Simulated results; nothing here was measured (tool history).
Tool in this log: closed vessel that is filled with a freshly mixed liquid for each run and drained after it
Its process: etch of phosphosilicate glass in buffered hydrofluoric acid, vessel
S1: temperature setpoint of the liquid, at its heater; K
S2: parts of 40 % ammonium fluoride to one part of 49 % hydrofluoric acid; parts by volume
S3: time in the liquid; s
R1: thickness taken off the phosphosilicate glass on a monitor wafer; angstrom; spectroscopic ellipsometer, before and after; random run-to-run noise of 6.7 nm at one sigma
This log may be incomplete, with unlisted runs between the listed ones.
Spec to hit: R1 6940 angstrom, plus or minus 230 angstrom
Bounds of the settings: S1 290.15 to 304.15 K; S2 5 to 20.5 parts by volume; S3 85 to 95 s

| run | hour | S1 | S2 | S3 | R1 |
|---|---|---|---|---|---|
| 1 | 0 | 296.15 | 12.5 | 85 | 4092.8 |
| 2 | 6.3 | 296.15 | 12.5 | 85 | 4164.3 |
| 3 | 11.1 | 297.15 | 12.5 | 85 | 4363.4 |
| 4 | 17.6 | 297.15 | 12.5 | 85 | 4421.7 |
| 5 | 22.8 | 298.15 | 12.5 | 85 | 4580.7 |
| 6 | 28 | 298.15 | 9 | 85 | 6275.4 |
| 7 | 31.4 | 298.65 | 9 | 85 | 6420.1 |
| 8 | 32.4 | 299.65 | 9 | 85 | 6628.2 |

Exactly one of the 4 candidate moves below puts every result within its allowed miss. Which one?
| A | 33.4 | 298.15 | 8.5 | 90 | ? |
| B | 33.4 | 298.15 | 9 | 85 | ? |
| C | 33.4 | 297.15 | 9.5 | 90 | ? |
| D | 33.4 | 299.15 | 9.5 | 85 | ? |

| move | R1 |
|---|---|
| A | 6988 |
| B | 6202.8 |
| C | 6012.7 |
| D | 6328.2 |
A: in spec on every target
B: misses by more than the last run did
C: misses by more than the last run did
D: misses by more than the last run did
So the answer is move A, the one that meets all the targets.
